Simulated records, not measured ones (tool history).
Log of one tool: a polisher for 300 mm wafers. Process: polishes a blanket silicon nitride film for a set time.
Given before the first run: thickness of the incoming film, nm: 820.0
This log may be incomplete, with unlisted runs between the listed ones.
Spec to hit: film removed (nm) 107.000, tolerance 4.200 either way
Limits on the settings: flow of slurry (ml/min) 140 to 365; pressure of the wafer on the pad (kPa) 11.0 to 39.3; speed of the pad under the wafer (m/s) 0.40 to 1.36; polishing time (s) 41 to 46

run,day,flow of slurry (ml/min),pressure of the wafer on the pad (kPa),speed of the pad under the wafer (m/s),polishing time (s),film removed (nm)
1,0.000,235,24.8,0.88,46,65.250
2,0.267,235,24.8,0.72,46,56.458
3,0.575,235,24.8,0.72,46,55.893
4,0.900,235,27.6,0.74,46,63.365
5,1.200,235,27.6,0.62,46,55.784
6,1.358,235,29.6,0.66,46,62.908
7,1.725,235,31.7,0.70,46,70.806
8,1.758,235,33.1,0.72,46,75.319

Exercise: of the 5 proposed moves below, exactly one satisfies all targets within the stated allowed misses. Which move is it?
A,1.792,265,35.2,0.90,46,?
B,1.792,225,31.0,0.72,42,?
C,1.792,255,35.9,0.92,46,?
D,1.792,225,37.2,0.98,46,?
E,1.792,150,37.9,1.14,46,?

move,film removed (nm)
A,93.654
B,63.087
C,96.734
D,104.130
E,114.160
A: gains on the last run, yet a result remains outside its allowed miss
B: further off than the last run
C: gains on the last run, yet a result remains outside its allowed miss
D: in spec on every target
E: pushes the last run's worst result past its target
The right move is D.
